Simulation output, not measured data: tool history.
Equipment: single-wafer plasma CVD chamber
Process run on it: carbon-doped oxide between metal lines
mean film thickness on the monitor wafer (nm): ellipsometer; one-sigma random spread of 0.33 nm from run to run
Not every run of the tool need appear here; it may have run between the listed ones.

run	hour	heater temperature setpoint (K)	chamber pressure (mTorr)	RF power (kW)	deposition time (s)	mean film thickness on the monitor wafer (nm)
1	0	608.15	6230	0.385	11.5	53.72
2	1.4	604.15	6470	0.395	11.5	56.364
3	6.2	604.15	7270	0.395	11.5	56.771
4	9.9	604.15	7270	0.395	10.9	53.365
5	17	604.15	7270	0.36	10.9	49.555
6	25.4	601.15	7330	0.38	10.9	53.154
7	34	597.15	7370	0.39	10.9	54.506

Estimate the outcome of run 8 from the log above:
8	42	595.15	7420	0.4	10.9	?

Run 8 came out at mean film thickness on the monitor wafer (nm) 56.991.
